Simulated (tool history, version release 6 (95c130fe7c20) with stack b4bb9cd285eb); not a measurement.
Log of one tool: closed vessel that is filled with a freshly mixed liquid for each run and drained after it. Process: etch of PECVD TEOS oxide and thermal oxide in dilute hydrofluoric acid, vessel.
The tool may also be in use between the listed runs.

run	hour	temperature setpoint of the liquid (C)	parts of water to one part of 49 % hydrofluoric acid (parts by volume)	time in the liquid (s)	thickness taken off the PECVD TEOS oxide on a monitor wafer (Å)	thickness taken off the thermal oxide on a monitor wafer (Å)
1	0	25	105	130	120.95	66.656
2	3.5	25	135	130	90.98	49.412
3	5.1	26.5	130	130	101.49	55.274
4	6	28	125	130	110.74	61.342
5	11.3	29	120	130	121.17	65.96
6	14.4	27	120	130	110.74	61.819

Predict the results of run 7:
7	20.4	28	115	130	?	?

thickness taken off the PECVD TEOS oxide on a monitor wafer (Å): 122.68
thickness taken off the thermal oxide on a monitor wafer (Å): 67.035
